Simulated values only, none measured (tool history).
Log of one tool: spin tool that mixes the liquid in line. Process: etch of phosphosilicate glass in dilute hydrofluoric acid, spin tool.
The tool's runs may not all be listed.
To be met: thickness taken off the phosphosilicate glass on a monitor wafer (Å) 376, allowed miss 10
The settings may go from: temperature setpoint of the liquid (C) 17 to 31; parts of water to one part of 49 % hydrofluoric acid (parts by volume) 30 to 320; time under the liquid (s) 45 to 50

run,day,temperature setpoint of the liquid (C),parts of water to one part of 49 % hydrofluoric acid (parts by volume),time under the liquid (s),thickness taken off the phosphosilicate glass on a monitor wafer (Å)
1,0,23,175,45,209.62
2,0.279,25,165,45,241.58
3,0.521,26.5,155,45,277
4,0.612,25,155,45,261.72
5,0.783,25,155,45,259.33
6,1.108,26.5,150,45,287.02
7,1.333,27.5,145,45,310.68
8,1.546,28.5,145,45,319.89
9,1.808,29,140,45,336.24
10,1.992,29.5,140,45,346.51
11,2.3,30,140,45,350.62
# day 2.558: thermometer replaced
12,2.558,30.5,135,45,361.77

Which of these 4 next moves meets every target?
A,2.817,30,140,50,?
B,2.817,31,140,45,?
C,2.817,29.5,135,45,?
D,2.817,31,155,50,?

move,thickness taken off the phosphosilicate glass on a monitor wafer (Å)
A,374.55
B,349.47
C,345.55
D,343.72
A: meets every target
B: further off than the last run
C: further off than the last run
D: further off than the last run
Move A is the one to make.
